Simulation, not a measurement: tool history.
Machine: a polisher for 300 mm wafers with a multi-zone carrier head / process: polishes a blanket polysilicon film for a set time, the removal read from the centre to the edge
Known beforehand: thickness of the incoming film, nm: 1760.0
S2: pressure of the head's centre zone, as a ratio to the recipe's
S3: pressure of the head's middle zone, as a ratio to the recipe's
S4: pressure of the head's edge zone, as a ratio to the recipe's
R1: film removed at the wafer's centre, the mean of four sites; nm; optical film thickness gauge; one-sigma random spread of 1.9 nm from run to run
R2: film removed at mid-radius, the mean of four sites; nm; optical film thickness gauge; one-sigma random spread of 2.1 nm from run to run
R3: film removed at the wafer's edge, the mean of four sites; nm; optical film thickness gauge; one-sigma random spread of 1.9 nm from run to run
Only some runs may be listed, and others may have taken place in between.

run 1 hour=0.0 | flow_of_slurry_(ml/min)=290 S2=1.00 S3=1.00 S4=1.00 polishing_time_(s)=39 | R1=254.19 R2=245.72 R3=249.79
run 2 hour=8.9 | flow_of_slurry_(ml/min)=290 S2=1.08 S3=1.00 S4=1.00 polishing_time_(s)=39 | R1=265.21 R2=241.34 R3=243.80
run 3 hour=17.4 | flow_of_slurry_(ml/min)=290 S2=1.13 S3=1.00 S4=1.00 polishing_time_(s)=39 | R1=267.22 R2=243.42 R3=244.92
run 4 hour=18.9 | flow_of_slurry_(ml/min)=290 S2=1.12 S3=1.01 S4=0.99 polishing_time_(s)=37 | R1=261.54 R2=229.39 R3=233.17
run 5 hour=26.4 | flow_of_slurry_(ml/min)=290 S2=1.12 S3=1.01 S4=0.99 polishing_time_(s)=32 | R1=220.29 R2=200.09 R3=204.84
run 6 hour=28.9 | flow_of_slurry_(ml/min)=290 S2=1.05 S3=1.01 S4=0.99 polishing_time_(s)=32 | R1=212.63 R2=199.44 R3=203.20
run 7 hour=32.3 | flow_of_slurry_(ml/min)=290 S2=1.05 S3=1.03 S4=0.98 polishing_time_(s)=31 | R1=205.53 R2=195.75 R3=196.93
run 8 hour=33.6 | flow_of_slurry_(ml/min)=290 S2=1.05 S3=1.05 S4=0.96 polishing_time_(s)=30 | R1=196.14 R2=196.58 R3=188.22
run 9 hour=37.7 | flow_of_slurry_(ml/min)=290 S2=1.05 S3=1.05 S4=0.95 polishing_time_(s)=30 | R1=198.08 R2=197.71 R3=184.84

For run 10, what comes out?
run 10 hour=44.7 | flow_of_slurry_(ml/min)=290 S2=1.04 S3=1.05 S4=0.94 polishing_time_(s)=30 | R1=? R2=? R3=?

{"run 10": {"R1": 198.79, "R2": 196.87, "R3": 187.82}}
